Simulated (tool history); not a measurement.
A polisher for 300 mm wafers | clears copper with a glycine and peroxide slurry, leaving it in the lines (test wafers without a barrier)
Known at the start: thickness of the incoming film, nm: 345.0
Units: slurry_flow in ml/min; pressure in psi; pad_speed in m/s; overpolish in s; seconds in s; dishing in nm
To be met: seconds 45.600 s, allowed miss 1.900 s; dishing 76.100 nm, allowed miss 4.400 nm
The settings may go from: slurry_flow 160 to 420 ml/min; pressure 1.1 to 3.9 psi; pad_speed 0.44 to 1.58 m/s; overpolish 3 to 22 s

run 1 hour=0.0 | slurry_flow=270 pressure=2.5 pad_speed=1.00 overpolish=11 | seconds=61.972 dishing=42.505
run 2 hour=4.8 | slurry_flow=270 pressure=2.8 pad_speed=1.00 overpolish=11 | seconds=53.800 dishing=47.597
run 3 hour=7.3 | slurry_flow=270 pressure=2.9 pad_speed=1.00 overpolish=12 | seconds=53.672 dishing=51.781
run 4 hour=13.8 | slurry_flow=270 pressure=3.0 pad_speed=1.00 overpolish=12 | seconds=52.305 dishing=53.230
run 5 hour=15.2 | slurry_flow=270 pressure=3.1 pad_speed=1.00 overpolish=12 | seconds=50.584 dishing=53.627
run 6 hour=21.2 | slurry_flow=270 pressure=3.1 pad_speed=1.00 overpolish=8 | seconds=50.375 dishing=37.738
run 7 hour=25.6 | slurry_flow=270 pressure=3.1 pad_speed=1.00 overpolish=9 | seconds=51.348 dishing=42.043
run 8 hour=29.6 | slurry_flow=270 pressure=3.1 pad_speed=1.00 overpolish=10 | seconds=50.774 dishing=46.325

Which of these 4 next moves meets every target?
run A hour=33.6 | slurry_flow=330 pressure=3.0 pad_speed=0.86 overpolish=15 | seconds=? dishing=?
run B hour=33.6 | slurry_flow=300 pressure=2.8 pad_speed=0.94 overpolish=7 | seconds=? dishing=?
run C hour=33.6 | slurry_flow=260 pressure=3.0 pad_speed=0.98 overpolish=20 | seconds=? dishing=?
run D hour=33.6 | slurry_flow=400 pressure=3.9 pad_speed=0.88 overpolish=16 | seconds=? dishing=?

move=A seconds=58.816 dishing=59.439
move=B seconds=58.288 dishing=30.862
move=C seconds=53.838 dishing=79.212
move=D seconds=45.758 dishing=76.907
A: as far off as the last run
B: further off than the last run
C: brings the result that was furthest off to its target, and leaves another outside
D: meets every target
Answer: D

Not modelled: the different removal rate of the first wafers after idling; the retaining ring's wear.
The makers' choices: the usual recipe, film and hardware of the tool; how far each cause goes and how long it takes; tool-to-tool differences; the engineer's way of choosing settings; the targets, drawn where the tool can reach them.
